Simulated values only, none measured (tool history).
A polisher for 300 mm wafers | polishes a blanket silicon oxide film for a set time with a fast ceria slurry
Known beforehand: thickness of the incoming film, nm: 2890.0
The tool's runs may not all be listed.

run	hour	flow of slurry (ml/min)	pressure of the wafer on the pad (psi)	speed of the pad under the wafer (m/s)	polishing time (s)	film removed (nm)
1	0	265	2.8	1	76	1062.5
2	3.7	265	3.1	1	76	1143.8
3	11.4	265	3.4	1	76	1301.1
4	15.3	200	3.4	1	76	1250.5
5	22.3	200	3.6	1	76	1337.4
6	29.9	200	3.7	1	76	1353.7
7	34.8	200	3.8	1	76	1407
8	36	200	3.9	1	76	1421.9
9	42.9	200	4	1	76	1465.4

Run 10 is up next; what results do you expect?
10	51.8	200	4.1	1	76	?

Run 10 came out at film removed (nm) 1516.4.
